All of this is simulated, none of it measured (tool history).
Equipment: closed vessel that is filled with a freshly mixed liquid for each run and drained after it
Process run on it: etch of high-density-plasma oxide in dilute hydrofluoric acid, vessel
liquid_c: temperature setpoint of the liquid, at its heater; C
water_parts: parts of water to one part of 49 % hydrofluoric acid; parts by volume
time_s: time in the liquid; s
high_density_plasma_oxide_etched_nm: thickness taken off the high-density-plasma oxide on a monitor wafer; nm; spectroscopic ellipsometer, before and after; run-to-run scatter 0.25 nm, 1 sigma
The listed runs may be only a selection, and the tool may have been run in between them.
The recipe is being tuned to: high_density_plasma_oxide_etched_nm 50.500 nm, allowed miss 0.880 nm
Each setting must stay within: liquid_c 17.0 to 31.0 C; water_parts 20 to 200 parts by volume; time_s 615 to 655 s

run  hour  liquid_c  water_parts  time_s  high_density_plasma_oxide_etched_nm
  1   0.0      23.0          110     615                               29.148
  2   0.9      23.0          145     615                               21.394
  3   2.4      23.0          110     615                               29.322
  4   6.5      23.0          110     655                               31.175
  5  15.3      20.5          110     655                               28.628
  6  20.5      24.0          110     655                               32.551
  7  21.8      25.5          105     655                               36.571
  8  23.2      29.5           95     655                               47.624
  9  27.7      30.0           95     655                               48.096
 10  34.2      30.5           95     655                               49.207

Exercise: of the 4 proposed moves below, exactly one satisfies all targets within the stated allowed misses. Which move is it?
  A  40.7      28.0           85     625                                    ?
  B  40.7      30.0           95     655                                    ?
  C  40.7      31.0           95     655                                    ?
  D  40.7      30.5           85     615                                    ?

move  high_density_plasma_oxide_etched_nm
   A                               48.729
   B                               48.629
   C                               50.486
   D                               52.760
A: the biggest miss grows against the last run
B: the biggest miss grows against the last run
C: meets every target
D: takes the result that was furthest off past its target
C is the move that brings every result within its allowed miss.
